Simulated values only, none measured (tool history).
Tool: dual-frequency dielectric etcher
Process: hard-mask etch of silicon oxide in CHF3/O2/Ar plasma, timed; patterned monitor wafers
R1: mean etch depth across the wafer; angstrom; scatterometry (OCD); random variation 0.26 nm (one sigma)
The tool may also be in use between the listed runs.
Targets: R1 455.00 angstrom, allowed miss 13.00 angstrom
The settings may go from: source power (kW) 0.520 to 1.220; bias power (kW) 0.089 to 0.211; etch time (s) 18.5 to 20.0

run 1 hour=0.0 | source_power_(kW)=0.870 bias_power_(kW)=0.150 etch_time_(s)=20.0 | R1=391.58
run 2 hour=4.4 | source_power_(kW)=0.870 bias_power_(kW)=0.150 etch_time_(s)=20.0 | R1=389.35
run 3 hour=11.7 | source_power_(kW)=0.810 bias_power_(kW)=0.150 etch_time_(s)=20.0 | R1=379.44
run 4 hour=13.2 | source_power_(kW)=0.890 bias_power_(kW)=0.155 etch_time_(s)=20.0 | R1=400.16
run 5 hour=21.7 | source_power_(kW)=0.890 bias_power_(kW)=0.134 etch_time_(s)=20.0 | R1=370.44
run 6 hour=29.8 | source_power_(kW)=0.890 bias_power_(kW)=0.151 etch_time_(s)=20.0 | R1=393.43
run 7 hour=35.0 | source_power_(kW)=0.950 bias_power_(kW)=0.156 etch_time_(s)=20.0 | R1=408.72
run 8 hour=38.6 | source_power_(kW)=1.000 bias_power_(kW)=0.160 etch_time_(s)=20.0 | R1=419.97

5 next moves are on the table. One of them brings every result within its allowed miss. Which?
run A hour=42.2 | source_power_(kW)=1.020 bias_power_(kW)=0.169 etch_time_(s)=19.0 | R1=?
run B hour=42.2 | source_power_(kW)=1.020 bias_power_(kW)=0.153 etch_time_(s)=20.0 | R1=?
run C hour=42.2 | source_power_(kW)=0.970 bias_power_(kW)=0.188 etch_time_(s)=20.0 | R1=?
run D hour=42.2 | source_power_(kW)=1.220 bias_power_(kW)=0.187 etch_time_(s)=20.0 | R1=?
run E hour=42.2 | source_power_(kW)=1.220 bias_power_(kW)=0.178 etch_time_(s)=20.0 | R1=?

move=A R1=414.00
move=B R1=417.30
move=C R1=447.57
move=D R1=488.14
move=E R1=477.97
A: further off than the last run
B: further off than the last run
C: meets every target
D: takes the result that was furthest off past its target
E: takes the result that was furthest off past its target
Move C is the one to make.
